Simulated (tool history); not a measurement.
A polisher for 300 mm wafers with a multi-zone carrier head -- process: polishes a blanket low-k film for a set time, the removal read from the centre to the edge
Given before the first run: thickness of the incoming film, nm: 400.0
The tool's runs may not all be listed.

run	hour	flow of slurry (ml/min)	pressure of the head's centre zone	pressure of the head's middle zone	pressure of the head's edge zone	abrasive content of the slurry	polishing time (s)	film removed at the wafer's centre (Å)	film removed at mid-radius (Å)	film removed at the wafer's edge (Å)
1	0.0	295	1.00	1.00	1.00	1.00	42	178.63	179.73	181.31
2	1.2	230	1.00	1.00	1.00	1.00	42	172.27	177.47	176.40
3	9.5	230	1.00	1.00	0.92	1.00	42	179.34	174.85	170.44
4	18.3	230	1.00	0.95	0.92	1.00	42	169.82	171.80	171.23
5	21.5	220	0.98	0.97	0.90	0.85	39	143.91	147.82	144.29
6	25.6	220	0.98	0.97	0.90	1.00	39	161.08	155.79	156.05
7	28.2	210	0.98	0.98	0.89	0.85	37	135.30	141.45	136.15
8	29.6	210	0.99	0.98	0.87	0.75	36	127.44	130.90	123.74
9	33.9	210	0.99	0.98	0.86	0.70	35	117.56	121.41	115.03
10	35.5	210	0.99	0.98	0.85	0.65	35	114.99	116.48	108.81
11	38.7	210	0.98	0.98	0.84	0.60	35	105.08	111.27	104.23
12	45.2	210	0.98	0.98	0.83	0.60	35	108.84	112.89	102.60

Run 13 has not been measured yet. What should we expect?
13	53.6	210	0.98	0.98	0.83	0.60	35	?	?	?

{"run 13": {"film removed at the wafer's centre (Å)": 108.12, "film removed at mid-radius (Å)": 110.97, "film removed at the wafer's edge (Å)": 104.08}}
